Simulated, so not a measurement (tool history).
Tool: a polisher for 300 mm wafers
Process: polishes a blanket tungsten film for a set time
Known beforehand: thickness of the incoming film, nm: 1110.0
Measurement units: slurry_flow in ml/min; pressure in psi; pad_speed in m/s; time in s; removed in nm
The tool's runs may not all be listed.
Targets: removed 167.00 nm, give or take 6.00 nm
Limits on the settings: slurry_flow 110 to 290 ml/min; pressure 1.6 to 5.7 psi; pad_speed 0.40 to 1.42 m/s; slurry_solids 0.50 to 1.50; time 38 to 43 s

| run | day | slurry_flow | pressure | pad_speed | slurry_solids | time | removed |
|---|---|---|---|---|---|---|---|
| 1 | 0.000 | 185 | 3.6 | 0.90 | 1.00 | 43 | 201.00 |
| 2 | 0.150 | 185 | 3.4 | 0.90 | 1.00 | 43 | 191.11 |
| 3 | 0.375 | 185 | 3.3 | 0.90 | 1.00 | 43 | 186.38 |
| 4 | 0.700 | 185 | 4.0 | 0.90 | 1.00 | 43 | 214.58 |
| 5 | 0.938 | 230 | 4.0 | 0.90 | 1.00 | 43 | 227.03 |
| 6 | 1.246 | 225 | 3.7 | 0.90 | 1.00 | 43 | 207.99 |
| 7 | 1.308 | 225 | 3.4 | 0.90 | 1.00 | 43 | 198.76 |
| 8 | 1.592 | 215 | 3.2 | 0.90 | 1.00 | 43 | 185.35 |
| 9 | 1.808 | 210 | 3.1 | 0.90 | 1.00 | 43 | 184.27 |

5 candidate next runs follow, results not yet known. Just one meets every target within its allowed miss. Identify it.
| A | 2.025 | 245 | 3.9 | 0.78 | 0.90 | 40 | ? |
| B | 2.025 | 240 | 3.0 | 1.00 | 1.05 | 43 | ? |
| C | 2.025 | 225 | 3.3 | 0.82 | 0.95 | 40 | ? |
| D | 2.025 | 225 | 2.2 | 0.90 | 1.25 | 42 | ? |
| E | 2.025 | 215 | 3.4 | 0.86 | 0.90 | 43 | ? |

| move | removed |
|---|---|
| A | 180.44 |
| B | 202.65 |
| C | 167.43 |
| D | 156.95 |
| E | 186.50 |
A: closer than the last run, but not yet in spec
B: moves away from the targets compared with the last run
C: all results in spec
D: moves the result that the last run missed by most past its target, out the other side
E: moves away from the targets compared with the last run
The right move is C.

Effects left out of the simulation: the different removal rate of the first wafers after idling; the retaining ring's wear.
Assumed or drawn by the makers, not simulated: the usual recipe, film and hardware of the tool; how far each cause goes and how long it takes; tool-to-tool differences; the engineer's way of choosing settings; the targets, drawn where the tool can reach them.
